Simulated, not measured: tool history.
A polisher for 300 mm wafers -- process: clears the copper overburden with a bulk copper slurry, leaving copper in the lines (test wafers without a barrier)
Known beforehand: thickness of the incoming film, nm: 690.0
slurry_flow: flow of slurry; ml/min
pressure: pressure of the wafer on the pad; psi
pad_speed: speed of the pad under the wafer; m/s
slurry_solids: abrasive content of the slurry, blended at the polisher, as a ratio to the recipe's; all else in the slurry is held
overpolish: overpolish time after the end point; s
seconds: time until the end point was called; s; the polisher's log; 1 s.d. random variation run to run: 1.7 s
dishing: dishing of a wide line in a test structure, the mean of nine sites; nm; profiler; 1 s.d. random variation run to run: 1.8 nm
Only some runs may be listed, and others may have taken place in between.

run    day  slurry_flow  pressure  pad_speed  slurry_solids  overpolish  seconds  dishing
  1  0.000          305       3.2       0.96            1.0          28   66.189   113.87
  2  0.300          365       3.2       0.96            1.0          28   63.196   107.25
  3  0.571          365       3.2       0.96            1.0          33   63.832   116.16
  4  0.712          350       3.0       0.94            1.0          35   68.116   119.33
  5  0.750          350       3.0       0.94            1.0          40   68.142   123.77
  6  0.879          345       2.8       0.92            1.0          40   75.919   121.76
     0.971  -- head pressure recalibrated
  7  0.971          345       2.6       0.92            1.0          39   73.353   114.04

The next listed run, before its measurement:
  8  1.312          335       2.4       0.88            1.0          41        ?        ?

{"run 8": {"seconds": 83.273, "dishing": 112.58}}
